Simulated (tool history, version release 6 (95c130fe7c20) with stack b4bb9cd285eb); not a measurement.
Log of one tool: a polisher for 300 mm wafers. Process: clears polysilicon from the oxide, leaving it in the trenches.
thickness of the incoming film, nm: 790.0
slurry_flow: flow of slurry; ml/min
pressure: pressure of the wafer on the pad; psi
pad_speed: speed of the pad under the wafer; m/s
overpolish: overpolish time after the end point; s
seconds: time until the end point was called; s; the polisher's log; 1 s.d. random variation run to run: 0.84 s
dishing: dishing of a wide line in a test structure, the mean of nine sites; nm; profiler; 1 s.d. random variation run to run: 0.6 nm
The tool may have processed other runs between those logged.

run  hour  slurry_flow  pressure  pad_speed  overpolish  seconds  dishing
  1   0.0          290       3.3       0.88          13   55.925   53.336
  2   7.6          350       3.3       0.88          13   54.901   52.033
  3  10.3          375       2.9       0.88          11   62.955   49.521
  4  14.3          315       2.9       0.88          11   62.403   50.705
  5  16.1          315       2.9       1.00          11   55.424   50.693
  6  20.7          350       2.6       0.98           9   62.240   46.052

What will run 7 give?
  7  22.6          375       2.3       0.96           8        ?        ?

seconds: 70.380 s
dishing: 43.365 nm
